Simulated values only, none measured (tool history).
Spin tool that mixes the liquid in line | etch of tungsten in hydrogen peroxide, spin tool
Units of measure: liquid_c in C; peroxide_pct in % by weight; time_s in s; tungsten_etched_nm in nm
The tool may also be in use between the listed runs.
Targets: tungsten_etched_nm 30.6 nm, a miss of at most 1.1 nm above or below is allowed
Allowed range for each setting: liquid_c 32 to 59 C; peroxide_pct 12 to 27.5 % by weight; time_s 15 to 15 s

run,hour,liquid_c,peroxide_pct,time_s,tungsten_etched_nm
1,0,43,18.5,15,22.721
2,8.3,50,18.5,15,34.741
3,12.2,50,18.5,15,34.275
4,20.7,50,22.5,15,37.471
5,21.7,50,22.5,15,38.652
6,29.6,50,25.5,15,40.834
7,37.1,48.5,25.5,15,37.456
8,40.2,47.5,25.5,15,34.75
9,46,47,25.5,15,33.886
10,51.5,46.5,25.5,15,32.669
11,54.6,46,25.5,15,31.987

Next run, 4 choices. One meets every target within its allowed miss, the rest don't. Which?
A,57.7,46.5,27.5,15,?
B,57.7,47,26,15,?
C,57.7,45,27.5,15,?
D,57.7,47,23.5,15,?

move,tungsten_etched_nm
A,34.121
B,34.228
C,31.056
D,32.541
A: its largest miss is bigger than the last run's
B: its largest miss is bigger than the last run's
C: every result lands within tolerance
D: its largest miss is bigger than the last run's
The move that meets every target is C.

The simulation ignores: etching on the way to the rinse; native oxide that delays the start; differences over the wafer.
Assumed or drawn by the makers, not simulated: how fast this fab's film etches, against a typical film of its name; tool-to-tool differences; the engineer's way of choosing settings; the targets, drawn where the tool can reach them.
